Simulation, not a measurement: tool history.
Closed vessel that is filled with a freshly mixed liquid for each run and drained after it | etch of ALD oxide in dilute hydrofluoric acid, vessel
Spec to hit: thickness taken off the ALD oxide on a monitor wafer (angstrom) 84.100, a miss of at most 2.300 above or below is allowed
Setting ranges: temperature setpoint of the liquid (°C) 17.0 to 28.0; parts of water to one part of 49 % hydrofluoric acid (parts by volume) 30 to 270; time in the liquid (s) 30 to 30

run	day	temperature setpoint of the liquid (°C)	parts of water to one part of 49 % hydrofluoric acid (parts by volume)	time in the liquid (s)	thickness taken off the ALD oxide on a monitor wafer (angstrom)
1	0.000	20.0	150	30	23.365
2	0.083	17.5	150	30	21.256
3	0.300	17.5	175	30	17.574
4	0.562	17.5	175	30	17.526
5	0.821	17.5	130	30	25.052
6	1.150	17.5	95	30	35.836
7	1.512	19.5	80	30	46.210
8	1.854	21.5	75	30	54.526
# day 2.175: hydrofluoric acid flow meter replaced
9	2.175	23.0	75	30	61.748
10	2.521	24.0	75	30	64.678
11	2.604	28.0	60	30	97.118
12	2.704	27.5	60	30	94.425
13	2.892	27.0	60	30	94.151
14	3.004	26.5	60	30	89.805

Below are 5 possible settings for the next run. Only one of them brings all results inside the allowed miss of their targets. Which is it?
A	3.117	26.0	60	30	?
B	3.117	22.0	55	30	?
C	3.117	28.0	60	30	?
D	3.117	24.0	55	30	?
E	3.117	28.0	65	30	?

move	thickness taken off the ALD oxide on a monitor wafer (angstrom)
A	88.475
B	82.488
C	95.813
D	89.594
E	87.810
A: an improvement on the last run, though not all results are within tolerance
B: in spec on every target
C: its largest miss is bigger than the last run's
D: just as far off the targets as the last run
E: an improvement on the last run, though not all results are within tolerance
B is the move that brings every result within its allowed miss.
